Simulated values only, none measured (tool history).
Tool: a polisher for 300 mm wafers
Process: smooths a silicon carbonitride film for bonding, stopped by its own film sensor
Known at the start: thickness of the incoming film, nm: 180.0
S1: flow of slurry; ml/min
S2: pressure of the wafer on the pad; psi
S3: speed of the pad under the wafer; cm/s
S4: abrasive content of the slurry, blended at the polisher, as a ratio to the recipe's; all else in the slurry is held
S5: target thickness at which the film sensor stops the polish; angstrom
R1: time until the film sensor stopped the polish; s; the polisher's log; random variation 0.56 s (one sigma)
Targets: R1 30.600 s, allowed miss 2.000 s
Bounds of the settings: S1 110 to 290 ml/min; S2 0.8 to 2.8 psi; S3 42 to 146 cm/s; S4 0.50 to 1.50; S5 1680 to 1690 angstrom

run 1 hour=0.0 | S1=185 S2=1.8 S3=94 S4=1.00 S5=1680 | R1=48.017
run 2 hour=8.7 | S1=185 S2=1.5 S3=94 S4=1.00 S5=1680 | R1=55.748
run 3 hour=10.1 | S1=165 S2=1.5 S3=94 S4=1.00 S5=1680 | R1=57.590
run 4 hour=15.6 | S1=165 S2=1.7 S3=96 S4=1.00 S5=1680 | R1=49.855
run 5 hour=24.0 | S1=190 S2=1.7 S3=96 S4=1.00 S5=1680 | R1=48.353
-- hour=30.7 slurry nozzle cleaned
run 6 hour=30.7 | S1=155 S2=1.7 S3=96 S4=1.00 S5=1680 | R1=47.782
run 7 hour=32.1 | S1=155 S2=1.8 S3=96 S4=1.00 S5=1680 | R1=46.850
run 8 hour=34.5 | S1=155 S2=1.9 S3=98 S4=1.00 S5=1680 | R1=43.348
run 9 hour=41.1 | S1=155 S2=2.4 S3=104 S4=1.00 S5=1680 | R1=32.624

Which of these 4 next moves meets every target?
run A hour=47.7 | S1=110 S2=2.8 S3=116 S4=0.70 S5=1690 | R1=?
run B hour=47.7 | S1=175 S2=2.3 S3=124 S4=1.10 S5=1690 | R1=?
run C hour=47.7 | S1=175 S2=2.5 S3=112 S4=1.15 S5=1690 | R1=?
run D hour=47.7 | S1=155 S2=2.8 S3=108 S4=1.05 S5=1680 | R1=?

move=A R1=31.567
move=B R1=25.826
move=C R1=25.317
move=D R1=27.101
A: meets every target
B: takes the result that was furthest off past its target
C: takes the result that was furthest off past its target
D: takes the result that was furthest off past its target
The right move is A.
